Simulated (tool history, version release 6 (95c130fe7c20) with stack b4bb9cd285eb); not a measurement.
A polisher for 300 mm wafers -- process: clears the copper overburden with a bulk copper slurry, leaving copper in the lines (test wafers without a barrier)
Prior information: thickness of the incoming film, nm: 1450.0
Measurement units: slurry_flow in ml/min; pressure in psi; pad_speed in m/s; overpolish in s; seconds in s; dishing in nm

run,hour,slurry_flow,pressure,pad_speed,slurry_solids,overpolish,seconds,dishing
1,0,150,3.4,1.16,1,10,131.31,47.019
2,7.1,150,3.4,1.16,1,9,130.31,44.97
3,12.4,150,3.4,1.32,1,9,116.11,48.271
4,15.6,130,3.4,1.32,1,9,114.66,47.334
5,24.6,130,3.4,1.32,1.1,9,119.77,46.035
6,27.2,130,3,1.32,1.1,9,132.64,44.078
7,31.9,125,2.7,1.18,1.1,7,160.96,31.4
8,34.2,125,2.4,1.1,1.1,7,198.2,27.956
9,37.5,125,1.5,1.04,1.1,5,324.45,13.689
10,38.6,125,1.6,1,1.15,6,319.17,17.199
11,42.1,125,1.7,1,1.15,6,299.91,17.28

Run 12 is up next; what results do you expect?
12,45.8,125,1.7,0.98,1.15,6,?,?

{"run 12": {"seconds": 312.25, "dishing": 17.19}}

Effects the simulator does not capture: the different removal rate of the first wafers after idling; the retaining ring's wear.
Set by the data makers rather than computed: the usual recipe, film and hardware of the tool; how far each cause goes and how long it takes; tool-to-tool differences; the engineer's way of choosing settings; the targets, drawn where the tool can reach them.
